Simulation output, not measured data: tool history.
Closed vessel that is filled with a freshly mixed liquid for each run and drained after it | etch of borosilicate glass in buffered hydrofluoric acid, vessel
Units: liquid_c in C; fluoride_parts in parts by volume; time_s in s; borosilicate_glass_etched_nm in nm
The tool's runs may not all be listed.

{"run": 1, "hour": 0.0, "liquid_c": 20.0, "fluoride_parts": 20.0, "time_s": 70, "borosilicate_glass_etched_nm": 34.067}
{"run": 2, "hour": 6.7, "liquid_c": 20.0, "fluoride_parts": 22.5, "time_s": 70, "borosilicate_glass_etched_nm": 31.363}
{"run": 3, "hour": 12.9, "liquid_c": 21.5, "fluoride_parts": 22.5, "time_s": 70, "borosilicate_glass_etched_nm": 33.842}
{"run": 4, "hour": 18.3, "liquid_c": 21.5, "fluoride_parts": 22.5, "time_s": 55, "borosilicate_glass_etched_nm": 26.755}
{"run": 5, "hour": 24.7, "liquid_c": 21.5, "fluoride_parts": 24.5, "time_s": 55, "borosilicate_glass_etched_nm": 25.286}
{"run": 6, "hour": 28.9, "liquid_c": 23.5, "fluoride_parts": 19.5, "time_s": 60, "borosilicate_glass_etched_nm": 35.924}
{"run": 7, "hour": 34.7, "liquid_c": 25.0, "fluoride_parts": 16.0, "time_s": 65, "borosilicate_glass_etched_nm": 51.45}
{"run": 8, "hour": 39.7, "liquid_c": 28.0, "fluoride_parts": 10.0, "time_s": 65, "borosilicate_glass_etched_nm": 96.545}

Forecast run 9:
{"run": 9, "hour": 42.3, "liquid_c": 26.0, "fluoride_parts": 10.0, "time_s": 65, "borosilicate_glass_etched_nm": "?"}

Run 9 gave borosilicate_glass_etched_nm 86.809 nm.

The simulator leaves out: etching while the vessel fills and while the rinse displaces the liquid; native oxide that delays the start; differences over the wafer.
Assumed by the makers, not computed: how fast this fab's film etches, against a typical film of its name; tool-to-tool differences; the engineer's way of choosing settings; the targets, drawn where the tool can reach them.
